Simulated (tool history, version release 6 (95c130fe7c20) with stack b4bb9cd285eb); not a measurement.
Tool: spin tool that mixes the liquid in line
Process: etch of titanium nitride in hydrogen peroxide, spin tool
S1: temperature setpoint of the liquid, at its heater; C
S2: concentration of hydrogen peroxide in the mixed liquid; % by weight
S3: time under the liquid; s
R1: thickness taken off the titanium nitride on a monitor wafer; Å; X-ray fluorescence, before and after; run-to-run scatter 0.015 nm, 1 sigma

{"run": 1, "hour": 0.0, "S1": 43, "S2": 22.5, "S3": 145, "R1": 68.139}
{"run": 2, "hour": 5.4, "S1": 41.5, "S2": 22.5, "S3": 145, "R1": 60.572}
{"run": 3, "hour": 13.5, "S1": 41.5, "S2": 22.5, "S3": 145, "R1": 60.436}
{"run": 4, "hour": 21.4, "S1": 41.5, "S2": 22.5, "S3": 145, "R1": 60.473}
{"run": 5, "hour": 22.1, "S1": 40.5, "S2": 22.5, "S3": 145, "R1": 55.996}
{"run": 6, "hour": 23.6, "S1": 39.5, "S2": 22.5, "S3": 145, "R1": 51.899}
{"run": 7, "hour": 25.0, "S1": 38.5, "S2": 22.5, "S3": 145, "R1": 48.148}

Run 8 comes next. What will it give?
{"run": 8, "hour": 26.4, "S1": 38.5, "S2": 22.5, "S3": 145, "R1": "?"}

{"run 8": {"R1": 47.671}}
